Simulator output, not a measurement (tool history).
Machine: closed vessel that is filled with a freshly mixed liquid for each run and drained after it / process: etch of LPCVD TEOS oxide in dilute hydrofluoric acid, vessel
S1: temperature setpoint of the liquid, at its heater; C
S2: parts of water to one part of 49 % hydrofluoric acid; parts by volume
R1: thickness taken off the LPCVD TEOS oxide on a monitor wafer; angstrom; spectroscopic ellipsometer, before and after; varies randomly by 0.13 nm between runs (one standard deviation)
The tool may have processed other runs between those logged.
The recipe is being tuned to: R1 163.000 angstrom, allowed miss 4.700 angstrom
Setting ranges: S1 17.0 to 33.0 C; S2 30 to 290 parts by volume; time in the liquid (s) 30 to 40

run 1 hour=0.0 | S1=25.0 S2=160 time_in_the_liquid_(s)=40 | R1=90.292
run 2 hour=4.5 | S1=26.0 S2=155 time_in_the_liquid_(s)=40 | R1=97.752
run 3 hour=7.8 | S1=26.5 S2=150 time_in_the_liquid_(s)=40 | R1=105.440
run 4 hour=14.8 | S1=29.5 S2=150 time_in_the_liquid_(s)=40 | R1=114.750
run 5 hour=20.9 | S1=30.0 S2=145 time_in_the_liquid_(s)=40 | R1=122.990
run 6 hour=25.9 | S1=30.0 S2=145 time_in_the_liquid_(s)=30 | R1=93.014
run 7 hour=27.0 | S1=30.0 S2=135 time_in_the_liquid_(s)=30 | R1=99.395
run 8 hour=30.1 | S1=30.5 S2=125 time_in_the_liquid_(s)=30 | R1=110.140
run 9 hour=37.8 | S1=30.5 S2=120 time_in_the_liquid_(s)=30 | R1=116.290
run 10 hour=42.3 | S1=33.0 S2=80 time_in_the_liquid_(s)=30 | R1=204.280
run 11 hour=43.7 | S1=32.5 S2=80 time_in_the_liquid_(s)=30 | R1=199.800
run 12 hour=46.9 | S1=32.0 S2=80 time_in_the_liquid_(s)=30 | R1=194.240
run 13 hour=52.4 | S1=28.0 S2=85 time_in_the_liquid_(s)=30 | R1=158.550

Next run, 4 choices. One meets every target within its allowed miss, the rest don't. Which?
run A hour=57.9 | S1=29.5 S2=95 time_in_the_liquid_(s)=30 | R1=?
run B hour=57.9 | S1=32.0 S2=100 time_in_the_liquid_(s)=30 | R1=?
run C hour=57.9 | S1=25.5 S2=75 time_in_the_liquid_(s)=30 | R1=?
run D hour=57.9 | S1=29.0 S2=95 time_in_the_liquid_(s)=30 | R1=?

move=A R1=148.340
move=B R1=153.590
move=C R1=165.320
move=D R1=145.560
A: moves away from the targets compared with the last run
B: moves away from the targets compared with the last run
C: in spec on every target
D: moves away from the targets compared with the last run
Answer: C

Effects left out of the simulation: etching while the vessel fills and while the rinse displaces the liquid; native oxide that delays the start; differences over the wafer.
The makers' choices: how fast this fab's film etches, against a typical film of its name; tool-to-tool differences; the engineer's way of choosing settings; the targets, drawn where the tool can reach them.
